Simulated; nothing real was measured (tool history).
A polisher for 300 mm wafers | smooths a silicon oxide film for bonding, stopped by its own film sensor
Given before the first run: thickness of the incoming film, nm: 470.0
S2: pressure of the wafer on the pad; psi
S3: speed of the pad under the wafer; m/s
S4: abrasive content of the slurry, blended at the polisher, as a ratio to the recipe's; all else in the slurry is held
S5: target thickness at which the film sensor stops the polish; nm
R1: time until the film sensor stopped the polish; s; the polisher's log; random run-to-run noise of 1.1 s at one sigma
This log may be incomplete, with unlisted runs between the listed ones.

Run 1, hour 0: flow of slurry (ml/min) 150, S2 1.6 psi, S3 1.1 m/s, S4 1, S5 422 nm. Result: R1 81.109 s.
Run 2, hour 8.2: flow of slurry (ml/min) 145, S2 1.5 psi, S3 1.1 m/s, S4 1, S5 422 nm. Result: R1 84.926 s.
Run 3, hour 10.7: flow of slurry (ml/min) 145, S2 1.4 psi, S3 1.1 m/s, S4 1, S5 422 nm. Result: R1 89.595 s.
Run 4, hour 12.2: flow of slurry (ml/min) 145, S2 1.8 psi, S3 1.1 m/s, S4 1, S5 422 nm. Result: R1 74.741 s.
Run 5, hour 16.6: flow of slurry (ml/min) 140, S2 1.7 psi, S3 1.1 m/s, S4 1, S5 422 nm. Result: R1 78.417 s.
Run 6, hour 21.8: flow of slurry (ml/min) 140, S2 2 psi, S3 1.1 m/s, S4 1, S5 422 nm. Result: R1 70.04 s.

Forecast run 7:
Run 7, hour 23.7: flow of slurry (ml/min) 135, S2 1.8 psi, S3 1.1 m/s, S4 1, S5 422 nm. Result: R1 ?.

R1: 76.713 s
